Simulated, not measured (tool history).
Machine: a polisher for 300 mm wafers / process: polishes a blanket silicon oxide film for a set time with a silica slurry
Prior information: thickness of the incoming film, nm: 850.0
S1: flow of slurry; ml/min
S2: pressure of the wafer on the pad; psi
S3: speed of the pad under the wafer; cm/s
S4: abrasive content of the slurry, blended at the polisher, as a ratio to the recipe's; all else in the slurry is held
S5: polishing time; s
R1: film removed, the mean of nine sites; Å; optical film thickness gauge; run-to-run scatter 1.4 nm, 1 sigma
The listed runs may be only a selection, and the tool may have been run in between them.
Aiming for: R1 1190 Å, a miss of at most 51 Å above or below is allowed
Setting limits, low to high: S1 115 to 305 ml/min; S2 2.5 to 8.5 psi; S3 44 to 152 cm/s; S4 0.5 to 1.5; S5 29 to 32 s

run    day   S1   S2  S3  S4  S5      R1
  1      0  195  5.5  98   1  32  1411.6
  2  0.367  195  5.2  98   1  32  1346.7
  3  0.625  195  3.9  98   1  32  1050.6
  4    0.7  195  4.1  98   1  32  1052.6
  5  0.854  195  4.1  98   1  29  960.22
  6  1.038  195  4.4  98   1  29  1038.5
  7    1.4  195  4.6  98   1  29    1103
  8  1.429  195  4.7  98   1  29  1123.2
  9  1.608  195  4.8  98   1  29  1148.9

4 next moves are on the table. One of them brings every result within its allowed miss. Which?
  A  1.788  200    5   96  1.05  32   ?
  B  1.788  220  4.6   98  0.95  29   ?
  C  1.788  165  4.8   82     1  32   ?
  D  1.788  235  4.7  104  0.95  30   ?

move      R1
   A  1344.8
   B    1080
   C  1074.5
   D  1205.2
A: pushes the last run's worst result past its target
B: moves away from the targets compared with the last run
C: moves away from the targets compared with the last run
D: all results in spec
Move D is the one to make.
